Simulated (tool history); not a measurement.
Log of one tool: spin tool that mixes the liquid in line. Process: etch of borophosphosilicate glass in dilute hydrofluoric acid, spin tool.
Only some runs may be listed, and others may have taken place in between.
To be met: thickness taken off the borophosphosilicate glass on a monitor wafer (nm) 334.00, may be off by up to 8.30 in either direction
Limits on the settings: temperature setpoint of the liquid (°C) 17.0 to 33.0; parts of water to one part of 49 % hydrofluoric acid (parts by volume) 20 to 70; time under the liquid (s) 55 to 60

run	hour	temperature setpoint of the liquid (°C)	parts of water to one part of 49 % hydrofluoric acid (parts by volume)	time under the liquid (s)	thickness taken off the borophosphosilicate glass on a monitor wafer (nm)
1	0.0	25.0	40	55	136.34
2	0.7	26.5	35	55	167.36
3	2.6	28.0	30	55	208.83
4	10.9	29.0	30	55	216.61
5	19.5	31.5	30	55	241.41
6	22.5	32.0	30	55	248.91
7	27.6	33.0	20	55	393.77
8	33.8	32.5	20	55	383.56

Which one of the following 5 next-run settings gets every result inside its allowed miss? There is exactly one.
A	40.0	32.5	25	55	?
B	40.0	32.0	20	60	?
C	40.0	28.5	20	60	?
D	40.0	29.0	20	55	?
E	40.0	30.5	20	55	?

move	thickness taken off the borophosphosilicate glass on a monitor wafer (nm)
A	305.97
B	412.57
C	358.17
D	335.10
E	356.11
A: carries the result that was furthest off beyond its target, to the other side
B: further off than the last run
C: moves toward the targets from the last run without getting all of them in spec
D: all results land within tolerance of their targets
E: moves toward the targets from the last run without getting all of them in spec
The right move is D.

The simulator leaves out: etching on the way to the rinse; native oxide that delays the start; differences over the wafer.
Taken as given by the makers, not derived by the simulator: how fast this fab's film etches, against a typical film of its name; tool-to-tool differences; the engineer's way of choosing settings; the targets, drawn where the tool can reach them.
